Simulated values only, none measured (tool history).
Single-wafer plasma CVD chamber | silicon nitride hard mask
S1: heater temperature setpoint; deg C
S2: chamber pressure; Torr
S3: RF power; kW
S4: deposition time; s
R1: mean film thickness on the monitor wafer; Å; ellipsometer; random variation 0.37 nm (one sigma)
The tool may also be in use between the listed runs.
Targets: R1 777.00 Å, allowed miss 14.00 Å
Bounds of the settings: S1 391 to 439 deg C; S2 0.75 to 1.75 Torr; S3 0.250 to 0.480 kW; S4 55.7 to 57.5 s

| run | hour | S1 | S2 | S3 | S4 | R1 |
|---|---|---|---|---|---|---|
| 1 | 0.0 | 415 | 1.25 | 0.365 | 55.7 | 701.92 |
| 2 | 3.7 | 415 | 1.31 | 0.365 | 55.7 | 708.69 |
| 3 | 7.7 | 415 | 1.31 | 0.365 | 57.5 | 737.22 |
| 4 | 13.4 | 411 | 1.31 | 0.365 | 57.5 | 740.93 |
| 5 | 20.4 | 411 | 1.34 | 0.365 | 57.5 | 747.18 |
| 6 | 28.6 | 419 | 1.34 | 0.365 | 57.5 | 743.58 |
| 7 | 31.2 | 419 | 1.37 | 0.365 | 57.5 | 749.74 |
| 8 | 34.3 | 419 | 1.37 | 0.365 | 57.5 | 746.91 |
|  | 42.0 | thermocouple changed; heater temperature recalibrated |
| 9 | 42.0 | 419 | 1.40 | 0.365 | 57.5 | 754.96 |

4 next moves are on the table. One of them brings every result within its allowed miss. Which?
| A | 49.7 | 402 | 1.52 | 0.375 | 56.4 | ? |
| B | 49.7 | 414 | 1.59 | 0.340 | 57.0 | ? |
| C | 49.7 | 419 | 1.43 | 0.360 | 55.7 | ? |
| D | 49.7 | 417 | 1.40 | 0.365 | 56.1 | ? |

| move | R1 |
|---|---|
| A | 779.87 |
| B | 737.10 |
| C | 725.88 |
| D | 734.46 |
A: meets every target
B: further off than the last run
C: further off than the last run
D: further off than the last run
Move A is the one to make.
